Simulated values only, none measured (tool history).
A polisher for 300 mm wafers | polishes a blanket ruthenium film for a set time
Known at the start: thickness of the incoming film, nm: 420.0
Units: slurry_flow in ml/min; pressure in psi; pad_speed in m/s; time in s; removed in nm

{"run": 1, "hour": 0.0, "slurry_flow": 155, "pressure": 2.8, "pad_speed": 1.02, "time": 89, "removed": 154.15}
{"run": 2, "hour": 5.0, "slurry_flow": 160, "pressure": 3, "pad_speed": 1.02, "time": 89, "removed": 168.3}
{"run": 3, "hour": 10.7, "slurry_flow": 160, "pressure": 3, "pad_speed": 1.02, "time": 89, "removed": 168.15}
{"run": 4, "hour": 19.6, "slurry_flow": 160, "pressure": 3, "pad_speed": 1.16, "time": 89, "removed": 188.96}
{"run": 5, "hour": 27.2, "slurry_flow": 185, "pressure": 3, "pad_speed": 1.16, "time": 89, "removed": 191.54}
{"run": 6, "hour": 35.6, "slurry_flow": 185, "pressure": 3.1, "pad_speed": 1.16, "time": 89, "removed": 202.98}
{"run": 7, "hour": 37.2, "slurry_flow": 185, "pressure": 3.2, "pad_speed": 1.16, "time": 89, "removed": 204.46}
{"run": 8, "hour": 45.9, "slurry_flow": 185, "pressure": 3.3, "pad_speed": 1.16, "time": 89, "removed": 211.12}

Forecast run 9:
{"run": 9, "hour": 49.3, "slurry_flow": 185, "pressure": 3.4, "pad_speed": 1.16, "time": 89, "removed": "?"}

removed: 221.04 nm
